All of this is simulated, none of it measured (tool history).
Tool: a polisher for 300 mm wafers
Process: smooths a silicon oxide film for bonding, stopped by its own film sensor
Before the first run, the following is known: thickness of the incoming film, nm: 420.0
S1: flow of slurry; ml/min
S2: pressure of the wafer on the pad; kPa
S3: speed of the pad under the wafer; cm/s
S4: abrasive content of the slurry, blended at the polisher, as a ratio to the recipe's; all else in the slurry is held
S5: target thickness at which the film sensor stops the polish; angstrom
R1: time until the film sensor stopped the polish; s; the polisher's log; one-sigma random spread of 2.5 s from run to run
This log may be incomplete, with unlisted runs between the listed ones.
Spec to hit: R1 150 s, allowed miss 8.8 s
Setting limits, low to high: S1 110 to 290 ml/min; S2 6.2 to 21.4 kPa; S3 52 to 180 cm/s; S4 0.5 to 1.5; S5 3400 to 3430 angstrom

run 1 day=0 | S1=185 S2=13.8 S3=116 S4=1 S5=3430 | R1=97.567
run 2 day=0.325 | S1=185 S2=13.1 S3=114 S4=1 S5=3430 | R1=104.88
run 3 day=0.383 | S1=155 S2=13.1 S3=114 S4=1 S5=3430 | R1=110.73
run 4 day=0.679 | S1=155 S2=13.1 S3=114 S4=1 S5=3430 | R1=110.7
run 5 day=0.796 | S1=155 S2=12.4 S3=114 S4=1 S5=3430 | R1=118.71
run 6 day=0.975 | S1=155 S2=12.4 S3=130 S4=1 S5=3430 | R1=105.41
run 7 day=1.296 | S1=155 S2=11.7 S3=130 S4=1 S5=3430 | R1=112.4
run 8 day=1.362 | S1=155 S2=11 S3=130 S4=1 S5=3430 | R1=116.38
run 9 day=1.454 | S1=150 S2=10.3 S3=130 S4=1 S5=3430 | R1=131.52
run 10 day=1.538 | S1=145 S2=9.7 S3=130 S4=1 S5=3430 | R1=139.25
run 11 day=1.8 | S1=140 S2=9.7 S3=130 S4=1 S5=3430 | R1=134.75

Below are 5 possible settings for the next run. Only one of them brings all results inside the allowed miss of their targets. Which is it?
run A day=2.062 | S1=185 S2=9 S3=140 S4=1.15 S5=3430 | R1=?
run B day=2.062 | S1=155 S2=11.7 S3=126 S4=0.95 S5=3430 | R1=?
run C day=2.062 | S1=110 S2=9.7 S3=124 S4=1.05 S5=3420 | R1=?
run D day=2.062 | S1=165 S2=9.7 S3=136 S4=0.95 S5=3430 | R1=?
run E day=2.062 | S1=140 S2=10.3 S3=104 S4=1.5 S5=3400 | R1=?

move=A R1=122.72
move=B R1=119.38
move=C R1=149.6
move=D R1=134.5
move=E R1=127.71
A: further off than the last run
B: further off than the last run
C: each result inside its tolerance
D: roughly where the last run was
E: further off than the last run
The right move is C.
